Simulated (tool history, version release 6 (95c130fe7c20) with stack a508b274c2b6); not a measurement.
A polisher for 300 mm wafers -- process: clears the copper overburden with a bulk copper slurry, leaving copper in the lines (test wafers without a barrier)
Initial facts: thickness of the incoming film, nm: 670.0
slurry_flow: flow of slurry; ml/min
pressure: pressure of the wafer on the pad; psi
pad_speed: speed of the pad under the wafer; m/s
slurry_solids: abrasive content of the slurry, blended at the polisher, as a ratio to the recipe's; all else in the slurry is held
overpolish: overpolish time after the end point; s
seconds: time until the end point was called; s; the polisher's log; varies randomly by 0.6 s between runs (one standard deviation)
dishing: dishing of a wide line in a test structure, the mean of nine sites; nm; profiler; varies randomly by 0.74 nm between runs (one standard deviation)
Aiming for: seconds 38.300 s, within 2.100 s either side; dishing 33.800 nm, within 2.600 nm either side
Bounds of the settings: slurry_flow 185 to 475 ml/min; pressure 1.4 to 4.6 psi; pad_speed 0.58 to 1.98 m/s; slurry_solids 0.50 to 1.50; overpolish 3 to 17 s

run	hour	slurry_flow	pressure	pad_speed	slurry_solids	overpolish	seconds	dishing
1	0.0	305	3.0	1.28	1.00	9	50.487	65.988
2	0.8	305	3.0	1.28	1.10	9	49.253	65.310
3	8.0	305	3.0	1.28	1.10	6	49.435	47.396
4	10.1	305	3.0	0.98	1.10	6	62.212	39.604
5	13.6	305	3.6	0.98	1.10	6	53.949	46.541
6	20.8	305	4.1	0.98	1.10	6	45.021	50.640
7	22.6	315	4.2	0.94	1.20	5	48.452	44.258
8	27.2	305	4.3	0.98	1.25	5	43.986	45.447
9	30.0	280	4.4	0.98	1.30	5	41.961	48.620
10	31.0	320	4.4	1.00	1.35	5	40.386	50.235
11	33.3	295	4.4	1.02	1.30	5	40.453	49.865
12	36.1	295	4.4	1.00	1.35	5	40.951	48.949
13	37.8	275	4.4	0.98	1.40	5	42.028	48.294
14	45.3	285	4.4	0.98	1.40	5	42.407	48.801
15	49.7	310	4.4	0.98	1.25	5	42.152	47.704
16	51.2	310	4.4	0.98	1.25	5	43.017	48.455
# hour 56.3: worn pad replaced by a new one
17	56.3	285	4.4	0.98	1.30	5	40.752	48.941

Below are 4 possible settings for the next run. Only one of them brings all results inside the allowed miss of their targets. Which is it?
A	61.4	375	4.6	0.94	1.45	3	?	?
B	61.4	265	4.5	1.00	1.35	8	?	?
C	61.4	270	4.3	0.98	1.30	9	?	?
D	61.4	355	4.6	0.92	1.35	9	?	?

move	seconds	dishing
A	37.836	33.858
B	37.729	73.281
C	40.453	75.343
D	39.273	77.341
A: all results in spec
B: moves away from the targets compared with the last run
C: moves away from the targets compared with the last run
D: moves away from the targets compared with the last run
A meets every target.

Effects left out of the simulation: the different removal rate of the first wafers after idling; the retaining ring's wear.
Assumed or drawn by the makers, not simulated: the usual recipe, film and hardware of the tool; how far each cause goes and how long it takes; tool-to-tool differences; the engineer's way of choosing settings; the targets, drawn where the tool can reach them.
